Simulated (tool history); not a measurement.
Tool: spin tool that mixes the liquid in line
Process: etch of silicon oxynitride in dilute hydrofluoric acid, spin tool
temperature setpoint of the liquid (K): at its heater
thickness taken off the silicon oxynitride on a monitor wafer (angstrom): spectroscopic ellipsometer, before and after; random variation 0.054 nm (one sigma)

| run | day | temperature setpoint of the liquid (K) | parts of water to one part of 49 % hydrofluoric acid (parts by volume) | time under the liquid (s) | thickness taken off the silicon oxynitride on a monitor wafer (angstrom) |
|---|---|---|---|---|---|
| 1 | 0 | 297.15 | 155 | 85 | 8.0746 |
| 2 | 0.071 | 297.15 | 155 | 85 | 8.2107 |
| 3 | 0.425 | 299.15 | 115 | 85 | 13.155 |
| 4 | 0.533 | 300.65 | 100 | 85 | 16.432 |
| 5 | 0.588 | 301.65 | 90 | 85 | 19.078 |
| 6 | 0.779 | 298.65 | 90 | 85 | 16.215 |
| 7 | 0.942 | 300.15 | 80 | 85 | 19.494 |

Run 8 comes next. What will it give?
| 8 | 1.025 | 304.15 | 60 | 85 | ? |

thickness taken off the silicon oxynitride on a monitor wafer (angstrom): 33.096

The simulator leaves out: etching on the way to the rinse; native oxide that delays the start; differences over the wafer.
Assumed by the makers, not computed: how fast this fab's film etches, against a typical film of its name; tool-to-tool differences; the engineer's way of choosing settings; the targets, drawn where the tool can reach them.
